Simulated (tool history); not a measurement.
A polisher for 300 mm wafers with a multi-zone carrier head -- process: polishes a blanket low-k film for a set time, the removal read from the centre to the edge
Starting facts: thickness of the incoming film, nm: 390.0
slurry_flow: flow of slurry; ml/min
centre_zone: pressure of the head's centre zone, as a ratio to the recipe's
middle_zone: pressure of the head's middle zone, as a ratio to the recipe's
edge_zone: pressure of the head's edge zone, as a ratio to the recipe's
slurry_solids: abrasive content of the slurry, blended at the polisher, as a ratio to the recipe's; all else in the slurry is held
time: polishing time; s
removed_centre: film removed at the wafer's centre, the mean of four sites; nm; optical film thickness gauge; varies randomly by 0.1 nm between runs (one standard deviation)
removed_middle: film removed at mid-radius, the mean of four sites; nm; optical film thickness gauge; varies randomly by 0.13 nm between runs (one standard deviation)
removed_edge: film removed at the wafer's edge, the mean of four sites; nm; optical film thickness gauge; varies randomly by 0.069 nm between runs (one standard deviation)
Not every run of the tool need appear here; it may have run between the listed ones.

run	hour	slurry_flow	centre_zone	middle_zone	edge_zone	slurry_solids	time	removed_centre	removed_middle	removed_edge
1	0.0	190	1.00	1.00	1.00	1.00	50	13.570	14.213	13.890
2	4.1	185	0.99	0.97	0.97	0.85	49	12.302	12.145	12.400
3	6.1	180	0.97	0.97	0.94	0.75	49	11.334	11.485	11.461
4	13.7	180	0.97	0.97	0.94	0.75	61	13.860	14.226	14.270
5	15.1	180	0.97	0.97	1.02	0.75	61	14.118	14.154	14.913
6	22.2	175	0.96	0.96	0.98	0.70	58	12.809	12.710	13.417
7	24.7	170	0.95	0.95	0.94	0.65	56	11.626	11.682	12.076

Expected results for the next run?
8	27.2	165	0.94	0.93	0.91	0.60	55	?	?	?

removed_centre: 10.739 nm
removed_middle: 10.814 nm
removed_edge: 11.254 nm
